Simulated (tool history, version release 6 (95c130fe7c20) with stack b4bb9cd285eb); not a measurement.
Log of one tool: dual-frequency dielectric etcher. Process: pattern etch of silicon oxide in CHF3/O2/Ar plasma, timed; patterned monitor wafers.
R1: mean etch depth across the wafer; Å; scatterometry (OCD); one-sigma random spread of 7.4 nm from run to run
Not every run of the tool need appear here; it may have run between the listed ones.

Run 1, day 0.000: source power (kW) 0.870, bias power (kW) 0.137, etch time (s) 519.0. Result: R1 12213 Å.
Run 2, day 0.217: source power (kW) 0.870, bias power (kW) 0.151, etch time (s) 519.0. Result: R1 12596 Å.
Run 3, day 0.371: source power (kW) 0.870, bias power (kW) 0.139, etch time (s) 519.0. Result: R1 12384 Å.
Run 4, day 0.517: source power (kW) 0.870, bias power (kW) 0.139, etch time (s) 519.0. Result: R1 12264 Å.
Run 5, day 0.746: source power (kW) 0.920, bias power (kW) 0.141, etch time (s) 519.5. Result: R1 12542 Å.
Run 6, day 0.912: source power (kW) 0.960, bias power (kW) 0.146, etch time (s) 520.5. Result: R1 12998 Å.
Run 7, day 0.971: source power (kW) 1.000, bias power (kW) 0.147, etch time (s) 520.5. Result: R1 13231 Å.
Run 8, day 1.271: source power (kW) 1.030, bias power (kW) 0.148, etch time (s) 520.5. Result: R1 13415 Å.
Run 9, day 1.508: source power (kW) 1.060, bias power (kW) 0.149, etch time (s) 520.5. Result: R1 13615 Å.

What does the tool deliver on the next run?
Run 10, day 1.542: source power (kW) 1.080, bias power (kW) 0.150, etch time (s) 520.5. Result: R1 ?.

R1: 13781 Å
